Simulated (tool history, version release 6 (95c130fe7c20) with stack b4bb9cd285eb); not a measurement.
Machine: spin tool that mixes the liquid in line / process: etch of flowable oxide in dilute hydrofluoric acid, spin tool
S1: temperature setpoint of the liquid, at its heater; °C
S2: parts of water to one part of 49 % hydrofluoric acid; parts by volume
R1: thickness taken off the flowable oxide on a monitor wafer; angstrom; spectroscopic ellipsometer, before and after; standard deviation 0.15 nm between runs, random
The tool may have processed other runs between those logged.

run 1 hour=0.0 | S1=22.0 S2=95 time_under_the_liquid_(s)=90 | R1=219.33
run 2 hour=5.8 | S1=21.5 S2=95 time_under_the_liquid_(s)=90 | R1=215.76
run 3 hour=8.8 | S1=21.0 S2=95 time_under_the_liquid_(s)=90 | R1=209.59
run 4 hour=12.9 | S1=21.0 S2=75 time_under_the_liquid_(s)=90 | R1=274.42
run 5 hour=16.1 | S1=21.0 S2=75 time_under_the_liquid_(s)=90 | R1=277.86
run 6 hour=17.3 | S1=20.5 S2=80 time_under_the_liquid_(s)=90 | R1=251.43
run 7 hour=24.5 | S1=20.0 S2=85 time_under_the_liquid_(s)=90 | R1=231.64
run 8 hour=31.0 | S1=19.5 S2=85 time_under_the_liquid_(s)=90 | R1=226.17
run 9 hour=39.5 | S1=18.0 S2=95 time_under_the_liquid_(s)=90 | R1=187.60

Run 10, settings as shown, results not yet in. Your forecast:
run 10 hour=46.9 | S1=17.5 S2=100 time_under_the_liquid_(s)=90 | R1=?

{"run 10": {"R1": 173.42}}

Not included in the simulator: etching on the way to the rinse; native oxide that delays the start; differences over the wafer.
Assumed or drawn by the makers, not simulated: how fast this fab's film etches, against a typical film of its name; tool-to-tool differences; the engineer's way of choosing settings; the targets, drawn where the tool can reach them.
